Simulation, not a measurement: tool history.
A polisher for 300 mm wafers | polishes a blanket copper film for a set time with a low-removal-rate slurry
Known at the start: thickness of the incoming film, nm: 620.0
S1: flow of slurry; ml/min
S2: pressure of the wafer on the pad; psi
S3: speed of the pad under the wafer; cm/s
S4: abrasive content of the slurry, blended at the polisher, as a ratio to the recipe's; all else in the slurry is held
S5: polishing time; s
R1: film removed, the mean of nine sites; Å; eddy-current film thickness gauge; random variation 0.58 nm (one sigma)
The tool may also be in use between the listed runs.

run  hour   S1   S2   S3   S4  S5      R1
  1   0.0  140  1.6  114  1.0  56  911.16
  2   8.0  135  1.4  114  1.0  56  794.63
  3  15.3  130  1.3  114  1.0  56  745.04
  4  23.9  130  1.3  114  1.0  50  667.18
  5  28.5  125  1.3  114  1.0  50  669.44
  6  29.2  125  1.3  138  1.0  50  790.50
  7  37.1  125  1.3  138  1.0  50  782.93

Forecast run 8:
  8  40.1  125  1.3  138  1.0  50   ?

{"run 8": {"R1": 772.75}}
